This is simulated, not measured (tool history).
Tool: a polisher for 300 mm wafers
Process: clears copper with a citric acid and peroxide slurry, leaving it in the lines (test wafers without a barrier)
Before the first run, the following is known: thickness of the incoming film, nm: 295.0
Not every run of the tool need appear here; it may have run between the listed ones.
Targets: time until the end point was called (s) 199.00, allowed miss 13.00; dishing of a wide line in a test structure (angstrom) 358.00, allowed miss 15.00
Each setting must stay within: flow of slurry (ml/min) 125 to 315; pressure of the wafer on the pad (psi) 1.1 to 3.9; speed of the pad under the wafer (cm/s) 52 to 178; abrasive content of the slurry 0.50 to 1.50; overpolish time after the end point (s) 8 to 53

run	hour	flow of slurry (ml/min)	pressure of the wafer on the pad (psi)	speed of the pad under the wafer (cm/s)	abrasive content of the slurry	overpolish time after the end point (s)	time until the end point was called (s)	dishing of a wide line in a test structure (angstrom)
1	0.0	205	2.5	114	1.00	27	131.22	416.31
2	4.1	205	2.5	114	1.15	27	126.05	426.52
3	11.0	205	2.5	114	1.15	31	125.14	466.97
4	12.9	205	2.5	114	1.15	23	124.49	371.53
5	16.8	205	2.5	128	1.15	23	115.78	394.19
6	25.4	205	2.5	128	1.25	23	115.79	407.77
7	32.7	205	2.1	128	1.25	27	131.31	402.97
8	37.2	200	1.8	126	1.25	30	150.46	384.56
9	41.8	195	1.6	124	1.25	32	167.34	360.65
10	46.8	185	1.5	124	1.25	34	184.41	360.59
11	47.5	175	1.5	124	1.25	35	184.31	367.62

4 candidate next runs follow, results not yet known. Just one meets every target within its allowed miss. Identify it.
A	48.2	160	1.7	128	1.20	26	?	?
B	48.2	145	1.6	106	1.30	41	?	?
C	48.2	220	1.2	126	1.45	37	?	?
D	48.2	190	1.2	134	1.35	33	?	?

move	time until the end point was called (s)	dishing of a wide line in a test structure (angstrom)
A	175.35	315.44
B	207.67	393.79
C	211.91	350.21
D	211.96	320.40
A: moves away from the targets compared with the last run
B: brings the last run's worst result on target, with another outside its allowed miss
C: every result within its allowed miss
D: brings the last run's worst result on target, with another outside its allowed miss
Correct choice: C, which meets every target

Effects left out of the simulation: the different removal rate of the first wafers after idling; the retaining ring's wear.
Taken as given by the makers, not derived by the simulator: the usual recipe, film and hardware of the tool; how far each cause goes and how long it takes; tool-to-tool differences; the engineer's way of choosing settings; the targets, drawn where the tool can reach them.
